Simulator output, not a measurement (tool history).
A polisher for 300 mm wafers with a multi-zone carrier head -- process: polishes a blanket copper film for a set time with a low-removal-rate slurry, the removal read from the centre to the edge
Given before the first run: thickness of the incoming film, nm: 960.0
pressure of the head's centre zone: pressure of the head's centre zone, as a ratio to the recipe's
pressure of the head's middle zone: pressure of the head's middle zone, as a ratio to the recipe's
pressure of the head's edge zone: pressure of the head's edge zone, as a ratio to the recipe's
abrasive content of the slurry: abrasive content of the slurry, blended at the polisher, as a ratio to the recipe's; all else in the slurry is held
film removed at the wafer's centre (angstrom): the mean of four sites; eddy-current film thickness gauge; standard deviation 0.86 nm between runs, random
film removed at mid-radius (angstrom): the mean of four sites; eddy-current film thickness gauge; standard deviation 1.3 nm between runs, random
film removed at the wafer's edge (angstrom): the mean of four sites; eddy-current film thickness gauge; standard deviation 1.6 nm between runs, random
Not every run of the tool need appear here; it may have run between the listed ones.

run,hour,flow of slurry (ml/min),pressure of the head's centre zone,pressure of the head's middle zone,pressure of the head's edge zone,abrasive content of the slurry,polishing time (s),film removed at the wafer's centre (angstrom),film removed at mid-radius (angstrom),film removed at the wafer's edge (angstrom)
1,0,140,1,1,1,1,53,1297.8,1344.1,1288
2,6.8,140,1,0.95,1,1,53,1296.1,1286.2,1321
3,14.7,140,0.92,0.95,1,1,53,1205.6,1299.1,1292.2
4,21.7,140,0.92,0.86,1,1,53,1203.6,1184.4,1331.8
5,30.2,140,0.92,0.86,1.09,1,53,1187.4,1213.4,1344.9
6,34.8,140,0.92,0.86,1.03,1,53,1186.3,1221.2,1280.4

Predict the results of run 7:
7,40.5,130,0.92,0.84,0.99,0.9,52,?,?,?

film removed at the wafer's centre (angstrom): 1122
film removed at mid-radius (angstrom): 1114.3
film removed at the wafer's edge (angstrom): 1192
